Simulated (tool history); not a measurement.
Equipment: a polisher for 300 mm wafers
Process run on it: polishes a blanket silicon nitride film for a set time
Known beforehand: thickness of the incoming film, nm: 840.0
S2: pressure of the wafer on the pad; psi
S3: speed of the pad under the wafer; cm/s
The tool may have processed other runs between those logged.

{"run": 1, "hour": 0.0, "flow of slurry (ml/min)": 225, "S2": 4.2, "S3": 104, "polishing time (s)": 51, "film removed (nm)": 130.21}
{"run": 2, "hour": 8.0, "flow of slurry (ml/min)": 195, "S2": 4.2, "S3": 104, "polishing time (s)": 51, "film removed (nm)": 127.92}
{"run": 3, "hour": 9.8, "flow of slurry (ml/min)": 200, "S2": 4.3, "S3": 104, "polishing time (s)": 51, "film removed (nm)": 131.03}
{"run": 4, "hour": 18.3, "flow of slurry (ml/min)": 210, "S2": 4.4, "S3": 104, "polishing time (s)": 51, "film removed (nm)": 137.04}
{"run": 5, "hour": 26.6, "flow of slurry (ml/min)": 260, "S2": 4.4, "S3": 104, "polishing time (s)": 51, "film removed (nm)": 137.86}
{"run": 6, "hour": 34.3, "flow of slurry (ml/min)": 260, "S2": 4.4, "S3": 80, "polishing time (s)": 51, "film removed (nm)": 117.2}
{"run": 7, "hour": 43.1, "flow of slurry (ml/min)": 260, "S2": 4.6, "S3": 80, "polishing time (s)": 51, "film removed (nm)": 120.75}
{"run": 8, "hour": 50.6, "flow of slurry (ml/min)": 260, "S2": 4.8, "S3": 80, "polishing time (s)": 51, "film removed (nm)": 127.45}
{"run": 9, "hour": 58.6, "flow of slurry (ml/min)": 260, "S2": 4.9, "S3": 80, "polishing time (s)": 51, "film removed (nm)": 128.5}
{"run": 10, "hour": 62.2, "flow of slurry (ml/min)": 260, "S2": 5.0, "S3": 80, "polishing time (s)": 51, "film removed (nm)": 130.33}
{"run": 11, "hour": 63.1, "flow of slurry (ml/min)": 260, "S2": 5.1, "S3": 80, "polishing time (s)": 51, "film removed (nm)": 134.42}
{"run": 12, "hour": 69.8, "flow of slurry (ml/min)": 260, "S2": 5.2, "S3": 80, "polishing time (s)": 51, "film removed (nm)": 135.97}
{"run": 13, "hour": 71.5, "flow of slurry (ml/min)": 260, "S2": 5.3, "S3": 80, "polishing time (s)": 51, "film removed (nm)": 139.04}

Run 14 has not been measured yet. What should we expect?
{"run": 14, "hour": 73.9, "flow of slurry (ml/min)": 260, "S2": 5.4, "S3": 80, "polishing time (s)": 51, "film removed (nm)": "?"}

Logged for run 14: film removed (nm) 142.11.
